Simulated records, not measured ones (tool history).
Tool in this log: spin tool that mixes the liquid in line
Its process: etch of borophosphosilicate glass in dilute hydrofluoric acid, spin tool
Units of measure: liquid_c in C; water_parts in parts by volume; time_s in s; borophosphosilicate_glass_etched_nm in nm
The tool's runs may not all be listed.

| run | hour | liquid_c | water_parts | time_s | borophosphosilicate_glass_etched_nm |
|---|---|---|---|---|---|
| 1 | 0 | 24 | 80 | 15 | 8.0505 |
| 2 | 1.3 | 22 | 80 | 15 | 7.3945 |
| 3 | 7.4 | 24 | 70 | 15 | 9.2571 |
| 4 | 13 | 25.5 | 65 | 15 | 10.679 |
| 5 | 13.8 | 23 | 65 | 15 | 9.6427 |
| 6 | 16.8 | 26 | 65 | 15 | 10.947 |
| 7 | 23.7 | 27 | 60 | 15 | 12.35 |

What will run 8 give?
| 8 | 25.4 | 31 | 45 | 15 | ? |

borophosphosilicate_glass_etched_nm: 19.737 nm
